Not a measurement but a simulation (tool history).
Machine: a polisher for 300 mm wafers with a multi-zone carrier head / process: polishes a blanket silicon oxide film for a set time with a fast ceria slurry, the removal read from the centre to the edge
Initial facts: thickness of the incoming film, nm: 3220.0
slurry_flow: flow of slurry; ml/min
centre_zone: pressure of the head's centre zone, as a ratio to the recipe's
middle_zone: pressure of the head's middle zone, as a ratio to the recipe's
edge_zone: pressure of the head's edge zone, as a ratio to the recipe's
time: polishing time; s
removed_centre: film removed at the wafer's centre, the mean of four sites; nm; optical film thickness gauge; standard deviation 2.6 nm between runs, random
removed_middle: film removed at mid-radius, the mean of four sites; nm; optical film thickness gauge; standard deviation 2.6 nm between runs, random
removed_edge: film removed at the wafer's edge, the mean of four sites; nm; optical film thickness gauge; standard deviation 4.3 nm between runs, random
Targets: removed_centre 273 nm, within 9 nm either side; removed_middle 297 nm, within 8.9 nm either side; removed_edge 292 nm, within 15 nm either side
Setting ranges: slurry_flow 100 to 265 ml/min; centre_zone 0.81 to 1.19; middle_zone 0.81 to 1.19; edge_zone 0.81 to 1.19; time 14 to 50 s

Run 1, hour 0: slurry_flow 170 ml/min, centre_zone 1, middle_zone 1, edge_zone 1, time 32 s. Result: removed_centre 501.38 nm, removed_middle 509.15 nm, removed_edge 480.97 nm.
Run 2, hour 2.7: slurry_flow 195 ml/min, centre_zone 1, middle_zone 1, edge_zone 1, time 32 s. Result: removed_centre 521.3 nm, removed_middle 522.88 nm, removed_edge 487.61 nm.
Run 3, hour 6.7: slurry_flow 195 ml/min, centre_zone 1, middle_zone 1, edge_zone 1, time 35 s. Result: removed_centre 558.24 nm, removed_middle 557.28 nm, removed_edge 538.83 nm.
Run 4, hour 13.4: slurry_flow 190 ml/min, centre_zone 0.98, middle_zone 0.98, edge_zone 1, time 33 s. Result: removed_centre 513.81 nm, removed_middle 525.33 nm, removed_edge 503.58 nm.
Run 5, hour 17.5: slurry_flow 185 ml/min, centre_zone 0.97, middle_zone 0.96, edge_zone 1, time 31 s. Result: removed_centre 482.35 nm, removed_middle 479.66 nm, removed_edge 473.01 nm.
Run 6, hour 19.4: slurry_flow 180 ml/min, centre_zone 0.95, middle_zone 0.95, edge_zone 0.99, time 29 s. Result: removed_centre 430.16 nm, removed_middle 446.03 nm, removed_edge 445.86 nm.
Run 7, hour 24.5: slurry_flow 180 ml/min, centre_zone 0.95, middle_zone 0.95, edge_zone 0.98, time 27 s. Result: removed_centre 400.64 nm, removed_middle 412.46 nm, removed_edge 411.6 nm.
Run 8, hour 28.1: slurry_flow 180 ml/min, centre_zone 0.94, middle_zone 0.95, edge_zone 0.96, time 26 s. Result: removed_centre 384.27 nm, removed_middle 397.29 nm, removed_edge 383.73 nm.
Run 9, hour 31.3: slurry_flow 175 ml/min, centre_zone 0.93, middle_zone 0.94, edge_zone 0.94, time 25 s. Result: removed_centre 364.52 nm, removed_middle 378.72 nm, removed_edge 369.96 nm.
Run 10, hour 37.2: slurry_flow 170 ml/min, centre_zone 0.92, middle_zone 0.93, edge_zone 0.93, time 24 s. Result: removed_centre 342.25 nm, removed_middle 358.18 nm, removed_edge 348.63 nm.

Pick the move, out of 5, that brings all results within their allowed miss; only one does.
Run A, hour 43.1: slurry_flow 200 ml/min, centre_zone 1.08, middle_zone 1.01, edge_zone 0.81, time 21 s. Result: removed_centre ?, removed_middle ?, removed_edge ?.
Run B, hour 43.1: slurry_flow 140 ml/min, centre_zone 0.84, middle_zone 1, edge_zone 0.91, time 31 s. Result: removed_centre ?, removed_middle ?, removed_edge ?.
Run C, hour 43.1: slurry_flow 195 ml/min, centre_zone 0.96, middle_zone 1.01, edge_zone 0.88, time 31 s. Result: removed_centre ?, removed_middle ?, removed_edge ?.
Run D, hour 43.1: slurry_flow 175 ml/min, centre_zone 0.92, middle_zone 0.99, edge_zone 1.02, time 19 s. Result: removed_centre ?, removed_middle ?, removed_edge ?.
Run E, hour 43.1: slurry_flow 185 ml/min, centre_zone 1.02, middle_zone 1.04, edge_zone 0.92, time 29 s. Result: removed_centre ?, removed_middle ?, removed_edge ?.

move  removed_centre  removed_middle  removed_edge
   A          366.22          345.03         301.1
   B          388.59          472.54         445.6
   C          477.99          507.57        459.83
   D          274.92          300.77         298.1
   E          470.84          481.32        436.05
A: the biggest miss grows against the last run
B: the biggest miss grows against the last run
C: the biggest miss grows against the last run
D: in spec on every target
E: the biggest miss grows against the last run
D is the move that brings every result within its allowed miss.
